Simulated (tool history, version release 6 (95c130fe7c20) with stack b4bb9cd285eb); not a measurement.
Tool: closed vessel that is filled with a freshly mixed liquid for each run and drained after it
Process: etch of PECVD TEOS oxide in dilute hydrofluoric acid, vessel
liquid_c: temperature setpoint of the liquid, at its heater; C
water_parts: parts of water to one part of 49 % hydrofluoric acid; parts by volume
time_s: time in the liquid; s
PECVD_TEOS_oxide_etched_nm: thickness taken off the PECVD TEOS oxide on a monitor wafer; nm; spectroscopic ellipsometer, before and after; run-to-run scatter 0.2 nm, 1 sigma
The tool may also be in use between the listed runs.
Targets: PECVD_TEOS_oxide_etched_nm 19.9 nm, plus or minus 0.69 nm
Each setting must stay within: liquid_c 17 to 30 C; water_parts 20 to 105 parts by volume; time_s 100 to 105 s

run    day  liquid_c  water_parts  time_s  PECVD_TEOS_oxide_etched_nm
  1      0        22           55     100                      35.962
  2  0.371      24.5           55     100                      38.891
  3  0.592      24.5           55     100                      38.994
  4    0.8      22.5           60     100                      32.815
  5  0.996      22.5           75     100                      25.859
  6  1.117        21           75     100                      23.914
  7  1.267        20           75     100                      23.174
  8  1.308        17           80     100                      19.199

4 candidate next runs follow, results not yet known. Just one meets every target within its allowed miss. Identify it.
  A  1.35        17           75     105                           ?
  B  1.35        17           85     100                           ?
  C  1.35        18           80     100                           ?
  D  1.35        17           90     105                           ?

move  PECVD_TEOS_oxide_etched_nm
   A                      21.364
   B                      17.761
   C                      19.796
   D                       17.52
A: takes the biggest miss from the last run beyond its target
B: its largest miss is bigger than the last run's
C: all results in spec
D: its largest miss is bigger than the last run's
Correct choice: C, which meets every target

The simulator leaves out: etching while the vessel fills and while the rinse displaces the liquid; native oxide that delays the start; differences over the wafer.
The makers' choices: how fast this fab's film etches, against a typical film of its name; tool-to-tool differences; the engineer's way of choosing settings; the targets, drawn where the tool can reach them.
